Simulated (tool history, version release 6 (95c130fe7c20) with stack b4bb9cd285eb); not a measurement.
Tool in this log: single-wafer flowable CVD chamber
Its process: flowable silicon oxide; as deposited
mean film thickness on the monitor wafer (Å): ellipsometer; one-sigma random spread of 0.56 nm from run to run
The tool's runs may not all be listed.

run	day	heater temperature setpoint (°C)	chamber pressure (Pa)	RF power (kW)	deposition time (s)	mean film thickness on the monitor wafer (Å)
1	0	110	111.9	1.865	546	2263.2
2	0.325	111	111.9	1.865	546	2191.9
3	0.475	105	111.9	1.865	546	2607.4
4	0.7	105	111.9	1.865	521	2482.1
5	1.033	105	111.9	1.605	521	2353.4
6	1.4	105	111.9	1.605	546	2453.6
7	1.467	107	111.9	1.605	546	2327.6
8	1.646	109	111.9	1.605	546	2186.6
9	1.825	110	111.9	1.605	546	2134.2

For run 10, what comes out?
10	2.112	111	111.9	1.605	546	?

mean film thickness on the monitor wafer (Å): 2071.9

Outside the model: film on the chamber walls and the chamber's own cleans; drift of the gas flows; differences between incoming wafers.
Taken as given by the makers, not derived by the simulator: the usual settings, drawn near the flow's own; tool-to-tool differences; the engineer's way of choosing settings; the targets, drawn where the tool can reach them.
